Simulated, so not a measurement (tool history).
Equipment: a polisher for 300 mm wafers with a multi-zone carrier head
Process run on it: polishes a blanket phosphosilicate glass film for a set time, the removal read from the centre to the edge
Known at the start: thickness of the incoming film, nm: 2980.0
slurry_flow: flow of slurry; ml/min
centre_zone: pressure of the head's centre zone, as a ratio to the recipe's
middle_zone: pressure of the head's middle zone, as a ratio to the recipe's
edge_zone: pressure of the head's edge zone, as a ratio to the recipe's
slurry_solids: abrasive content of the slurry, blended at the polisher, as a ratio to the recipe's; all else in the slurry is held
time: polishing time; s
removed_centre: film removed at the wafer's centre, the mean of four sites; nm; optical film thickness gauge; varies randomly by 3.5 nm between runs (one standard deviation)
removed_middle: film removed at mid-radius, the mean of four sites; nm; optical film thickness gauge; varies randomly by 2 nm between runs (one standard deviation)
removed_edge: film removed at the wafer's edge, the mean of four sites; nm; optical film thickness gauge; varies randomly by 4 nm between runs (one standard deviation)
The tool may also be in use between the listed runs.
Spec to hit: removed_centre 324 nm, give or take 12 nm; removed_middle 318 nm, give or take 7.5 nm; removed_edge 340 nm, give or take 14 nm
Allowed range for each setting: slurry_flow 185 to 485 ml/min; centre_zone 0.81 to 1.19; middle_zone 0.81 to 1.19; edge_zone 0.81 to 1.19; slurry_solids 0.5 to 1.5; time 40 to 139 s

| run | hour | slurry_flow | centre_zone | middle_zone | edge_zone | slurry_solids | time | removed_centre | removed_middle | removed_edge |
|---|---|---|---|---|---|---|---|---|---|---|
| 1 | 0 | 310 | 1 | 1 | 1 | 1 | 89 | 436.78 | 431.95 | 427.5 |
| 2 | 4.9 | 305 | 0.97 | 0.97 | 0.97 | 0.95 | 89 | 407.13 | 412.76 | 411.61 |
| 3 | 8.3 | 300 | 0.96 | 0.94 | 0.95 | 0.9 | 89 | 400.69 | 393.77 | 408.61 |
| 4 | 11.5 | 300 | 0.95 | 0.93 | 0.94 | 0.8 | 89 | 387.35 | 373.5 | 394.39 |
| 5 | 20.4 | 300 | 0.94 | 0.93 | 0.92 | 0.75 | 89 | 366.75 | 368.63 | 385.59 |
| 6 | 22.2 | 300 | 0.94 | 0.93 | 0.92 | 0.75 | 103 | 429.68 | 425.47 | 430.12 |
| 7 | 30.3 | 295 | 0.93 | 0.92 | 0.9 | 0.7 | 100 | 403.25 | 403.48 | 420.07 |
| 8 | 39.3 | 300 | 0.93 | 0.92 | 0.9 | 0.65 | 97 | 376.67 | 380.93 | 397.98 |
| 9 | 46.7 | 300 | 0.94 | 0.92 | 0.89 | 0.6 | 95 | 373.81 | 371.57 | 375.93 |
| 10 | 53 | 300 | 0.93 | 0.91 | 0.88 | 0.6 | 94 | 374.57 | 359.44 | 364.6 |
| 11 | 56.8 | 295 | 0.91 | 0.9 | 0.87 | 0.6 | 94 | 358.67 | 353.88 | 366.75 |
| 12 | 57.9 | 290 | 0.9 | 0.89 | 0.86 | 0.6 | 94 | 356.04 | 353.43 | 364.81 |
| 13 | 66.1 | 285 | 0.89 | 0.88 | 0.85 | 0.6 | 94 | 344.86 | 348.9 | 370.58 |
| 14 | 73 | 285 | 0.89 | 0.88 | 0.85 | 0.6 | 93 | 348.18 | 346.28 | 355.15 |

Of the 5 settings listed for the next run, only one would bring every result within its allowed miss of target. Which one?
| A | 79.9 | 230 | 0.99 | 0.82 | 0.88 | 0.5 | 93 | ? | ? | ? |
| B | 79.9 | 245 | 0.81 | 0.89 | 0.92 | 0.5 | 91 | ? | ? | ? |
| C | 79.9 | 290 | 0.81 | 0.97 | 0.91 | 0.8 | 91 | ? | ? | ? |
| D | 79.9 | 335 | 0.86 | 0.84 | 0.85 | 0.85 | 79 | ? | ? | ? |
| E | 79.9 | 320 | 0.89 | 0.96 | 0.84 | 0.65 | 95 | ? | ? | ? |

| move | removed_centre | removed_middle | removed_edge |
|---|---|---|---|
| A | 354.22 | 303.59 | 338.36 |
| B | 296.11 | 320.52 | 338.32 |
| C | 345.87 | 401.25 | 390.36 |
| D | 325.7 | 319.03 | 340.61 |
| E | 371.08 | 394.47 | 375.2 |
A: takes the biggest miss from the last run beyond its target
B: the worst result of the last run now meets its target, but another is out of spec
C: further off than the last run
D: meets every target
E: further off than the last run
So the answer is move D, the one that meets all the targets.
